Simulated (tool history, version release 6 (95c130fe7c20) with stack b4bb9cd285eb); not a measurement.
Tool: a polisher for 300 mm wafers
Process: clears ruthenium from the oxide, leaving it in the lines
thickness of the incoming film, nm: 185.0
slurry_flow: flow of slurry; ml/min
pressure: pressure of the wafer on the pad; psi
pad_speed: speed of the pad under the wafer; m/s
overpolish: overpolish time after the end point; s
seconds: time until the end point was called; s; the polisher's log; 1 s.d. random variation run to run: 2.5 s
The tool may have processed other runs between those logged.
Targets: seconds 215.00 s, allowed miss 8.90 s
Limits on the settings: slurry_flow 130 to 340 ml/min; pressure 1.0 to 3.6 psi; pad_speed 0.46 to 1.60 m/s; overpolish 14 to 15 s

Run 1, hour 0.0: slurry_flow 220 ml/min, pressure 2.3 psi, pad_speed 1.02 m/s, overpolish 14 s. Result: seconds 148.00 s.
Run 2, hour 5.6: slurry_flow 220 ml/min, pressure 2.2 psi, pad_speed 1.02 m/s, overpolish 14 s. Result: seconds 153.29 s.
Run 3, hour 6.4: slurry_flow 220 ml/min, pressure 2.1 psi, pad_speed 1.02 m/s, overpolish 14 s. Result: seconds 158.02 s.
Run 4, hour 10.3: slurry_flow 240 ml/min, pressure 2.1 psi, pad_speed 1.02 m/s, overpolish 14 s. Result: seconds 158.88 s.
Run 5, hour 16.8: slurry_flow 240 ml/min, pressure 2.0 psi, pad_speed 1.02 m/s, overpolish 14 s. Result: seconds 163.35 s.
Run 6, hour 25.3: slurry_flow 195 ml/min, pressure 2.0 psi, pad_speed 1.02 m/s, overpolish 14 s. Result: seconds 168.63 s.
Run 7, hour 27.6: slurry_flow 195 ml/min, pressure 1.9 psi, pad_speed 1.02 m/s, overpolish 14 s. Result: seconds 175.20 s.
Run 8, hour 35.2: slurry_flow 195 ml/min, pressure 1.8 psi, pad_speed 1.02 m/s, overpolish 14 s. Result: seconds 177.78 s.
Run 9, hour 37.4: slurry_flow 195 ml/min, pressure 1.7 psi, pad_speed 1.02 m/s, overpolish 14 s. Result: seconds 190.51 s.

Next run, 4 choices. One meets every target within its allowed miss, the rest don't. Which?
Run A, hour 39.6: slurry_flow 230 ml/min, pressure 1.6 psi, pad_speed 1.06 m/s, overpolish 14 s. Result: seconds ?.
Run B, hour 39.6: slurry_flow 265 ml/min, pressure 2.0 psi, pad_speed 0.82 m/s, overpolish 15 s. Result: seconds ?.
Run C, hour 39.6: slurry_flow 220 ml/min, pressure 1.3 psi, pad_speed 1.10 m/s, overpolish 14 s. Result: seconds ?.
Run D, hour 39.6: slurry_flow 185 ml/min, pressure 1.3 psi, pad_speed 1.32 m/s, overpolish 15 s. Result: seconds ?.

move  seconds
   A   192.56
   B   195.47
   C   221.92
   D   192.60
A: closes in on the targets versus the last run, not all within tolerance yet
B: closes in on the targets versus the last run, not all within tolerance yet
C: all results in spec
D: closes in on the targets versus the last run, not all within tolerance yet
C meets every target.
